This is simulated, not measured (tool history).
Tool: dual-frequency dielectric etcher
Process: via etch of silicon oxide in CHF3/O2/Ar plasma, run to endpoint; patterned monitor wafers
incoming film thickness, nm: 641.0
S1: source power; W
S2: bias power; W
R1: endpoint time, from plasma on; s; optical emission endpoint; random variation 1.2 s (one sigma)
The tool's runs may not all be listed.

| run | hour | S1 | S2 | R1 |
|---|---|---|---|---|
| 1 | 0.0 | 880 | 137 | 278.34 |
| 2 | 1.9 | 920 | 138 | 271.72 |
| 3 | 6.2 | 950 | 139 | 267.75 |
| 4 | 8.8 | 1060 | 139 | 256.79 |
| 5 | 10.5 | 1070 | 139 | 255.12 |
| 6 | 13.8 | 1080 | 139 | 253.65 |
| 7 | 18.1 | 1090 | 139 | 252.50 |

Forecast run 8:
| 8 | 20.4 | 1100 | 139 | ? |

Run 8 gave R1 252.51 s.
